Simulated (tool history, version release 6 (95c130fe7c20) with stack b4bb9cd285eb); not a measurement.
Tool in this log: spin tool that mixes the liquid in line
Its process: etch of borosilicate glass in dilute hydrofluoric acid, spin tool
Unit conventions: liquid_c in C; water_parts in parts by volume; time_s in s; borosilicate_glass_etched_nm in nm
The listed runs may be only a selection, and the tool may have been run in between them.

{"run": 1, "hour": 0.0, "liquid_c": 20, "water_parts": 260, "time_s": 300, "borosilicate_glass_etched_nm": 20.237}
{"run": 2, "hour": 8.7, "liquid_c": 21, "water_parts": 240, "time_s": 300, "borosilicate_glass_etched_nm": 23.224}
{"run": 3, "hour": 10.7, "liquid_c": 21, "water_parts": 240, "time_s": 320, "borosilicate_glass_etched_nm": 24.91}
{"run": 4, "hour": 18.3, "liquid_c": 22, "water_parts": 220, "time_s": 320, "borosilicate_glass_etched_nm": 28.785}
{"run": 5, "hour": 24.7, "liquid_c": 22, "water_parts": 220, "time_s": 300, "borosilicate_glass_etched_nm": 26.85}
{"run": 6, "hour": 29.7, "liquid_c": 23, "water_parts": 205, "time_s": 300, "borosilicate_glass_etched_nm": 30.451}
{"run": 7, "hour": 34.3, "liquid_c": 23.5, "water_parts": 195, "time_s": 300, "borosilicate_glass_etched_nm": 32.725}
{"run": 8, "hour": 35.5, "liquid_c": 24, "water_parts": 185, "time_s": 300, "borosilicate_glass_etched_nm": 35.107}
{"run": 9, "hour": 40.8, "liquid_c": 24.5, "water_parts": 175, "time_s": 300, "borosilicate_glass_etched_nm": 38.903}
{"run": 10, "hour": 42.0, "liquid_c": 25, "water_parts": 170, "time_s": 300, "borosilicate_glass_etched_nm": 41.528}
{"run": 11, "hour": 47.0, "liquid_c": 25.5, "water_parts": 165, "time_s": 300, "borosilicate_glass_etched_nm": 43.793}
{"run": 12, "hour": 51.9, "liquid_c": 26, "water_parts": 160, "time_s": 300, "borosilicate_glass_etched_nm": 45.425}
{"run": 13, "hour": 58.8, "liquid_c": 26.5, "water_parts": 155, "time_s": 300, "borosilicate_glass_etched_nm": 48.426}

For run 14, what comes out?
{"run": 14, "hour": 61.7, "liquid_c": 27.5, "water_parts": 145, "time_s": 300, "borosilicate_glass_etched_nm": "?"}

borosilicate_glass_etched_nm: 54.701 nm

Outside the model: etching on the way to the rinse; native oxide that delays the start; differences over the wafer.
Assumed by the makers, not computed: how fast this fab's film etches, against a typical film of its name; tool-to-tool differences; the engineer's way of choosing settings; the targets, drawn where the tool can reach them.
